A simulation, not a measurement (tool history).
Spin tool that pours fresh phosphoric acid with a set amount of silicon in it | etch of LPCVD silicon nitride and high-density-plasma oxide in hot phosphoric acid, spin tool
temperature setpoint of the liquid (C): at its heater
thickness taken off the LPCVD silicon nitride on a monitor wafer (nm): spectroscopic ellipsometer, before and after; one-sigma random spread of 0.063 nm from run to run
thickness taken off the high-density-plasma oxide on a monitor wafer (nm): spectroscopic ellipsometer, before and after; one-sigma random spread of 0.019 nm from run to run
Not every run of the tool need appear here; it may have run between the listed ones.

run,hour,temperature setpoint of the liquid (C),silicon dissolved in the acid as it is poured (mg a litre),time under the liquid (s),thickness taken off the LPCVD silicon nitride on a monitor wafer (nm),thickness taken off the high-density-plasma oxide on a monitor wafer (nm)
1,0,163,26.5,150,13.131,0.41865
2,1.2,164,33,150,13.566,0.29755
3,6.1,165,34.5,150,14.134,0.32571
4,7.2,165.5,37.5,150,14.386,0.21364
5,12.3,166,36.5,150,14.593,0.25186
6,15.8,166,36.5,90,8.7189,0.16327

What will run 7 give?
7,19.6,166.5,37,110,?,?

Run 7 produced thickness taken off the LPCVD silicon nitride on a monitor wafer (nm) 10.885, thickness taken off the high-density-plasma oxide on a monitor wafer (nm) 0.2082.
